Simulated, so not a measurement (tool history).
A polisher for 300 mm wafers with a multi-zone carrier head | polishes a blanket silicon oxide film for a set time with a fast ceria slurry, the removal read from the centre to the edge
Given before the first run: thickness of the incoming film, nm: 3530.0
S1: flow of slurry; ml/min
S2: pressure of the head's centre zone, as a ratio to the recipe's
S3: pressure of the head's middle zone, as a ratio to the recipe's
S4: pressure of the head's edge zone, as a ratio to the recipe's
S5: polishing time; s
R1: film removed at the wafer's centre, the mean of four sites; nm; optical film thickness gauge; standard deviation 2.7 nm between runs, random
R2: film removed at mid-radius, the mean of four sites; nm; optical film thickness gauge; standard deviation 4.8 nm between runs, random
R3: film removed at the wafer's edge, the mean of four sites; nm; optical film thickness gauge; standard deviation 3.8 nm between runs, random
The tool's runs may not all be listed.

run	hour	S1	S2	S3	S4	S5	R1	R2	R3
1	0	140	1	1	1	38	541.66	540.35	541.68
2	3.4	140	1	1	1.08	38	548.73	548.92	561.74
3	8.5	140	1	1.01	1.05	35	492.77	516.48	523.89
4	16.6	140	1	1.01	1.11	35	499.38	503.17	525.54
5	19.2	165	1	1.01	1.11	35	518.59	518.51	544.69
6	23.2	155	1.01	1.02	1.07	33	490.33	489.7	499.39
# hour 27.6: slurry nozzle cleaned
7	27.6	150	1.01	1.03	1.04	31	476.18	490.05	468.94
8	33.8	145	1	1.02	1.02	29	445.02	451.97	434.37
9	36.8	140	0.98	1.02	1	28	418.73	433.74	420.52
10	41.5	125	0.96	1.11	0.9	18	256.37	292.91	250.91

Expected results for the next run?
11	42.1	130	0.96	1.11	0.91	18	?	?	?

R1: 252.14 nm
R2: 302.6 nm
R3: 246.58 nm

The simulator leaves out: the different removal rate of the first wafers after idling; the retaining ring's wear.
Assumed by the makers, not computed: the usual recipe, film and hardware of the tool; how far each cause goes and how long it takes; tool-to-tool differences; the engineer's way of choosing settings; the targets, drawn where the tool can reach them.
